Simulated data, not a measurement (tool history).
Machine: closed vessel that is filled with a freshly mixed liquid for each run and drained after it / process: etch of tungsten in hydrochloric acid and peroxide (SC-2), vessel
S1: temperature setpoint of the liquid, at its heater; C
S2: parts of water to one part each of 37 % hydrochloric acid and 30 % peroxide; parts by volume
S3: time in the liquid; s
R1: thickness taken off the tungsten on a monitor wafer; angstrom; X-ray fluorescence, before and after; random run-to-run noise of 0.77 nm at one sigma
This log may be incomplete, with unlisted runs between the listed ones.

run	hour	S1	S2	S3	R1
1	0	54	8.5	185	686.66
2	1.7	55	8.5	185	732.73
3	4.7	55	11.5	185	576.84
4	11.2	48.5	11.5	185	374.81
5	14	50.5	11.5	185	427.95
6	19.6	52.5	11.5	185	489.52
7	23.7	54	11.5	185	533.4
8	29.3	62	11.5	185	892.73
9	30.9	62.5	11.5	185	922.29
10	36.7	63	11.5	185	954.61

Estimate the outcome of run 11 from the log above:
11	42.4	63.5	11.5	185	?

Run 11 came out at R1 974.08 angstrom.

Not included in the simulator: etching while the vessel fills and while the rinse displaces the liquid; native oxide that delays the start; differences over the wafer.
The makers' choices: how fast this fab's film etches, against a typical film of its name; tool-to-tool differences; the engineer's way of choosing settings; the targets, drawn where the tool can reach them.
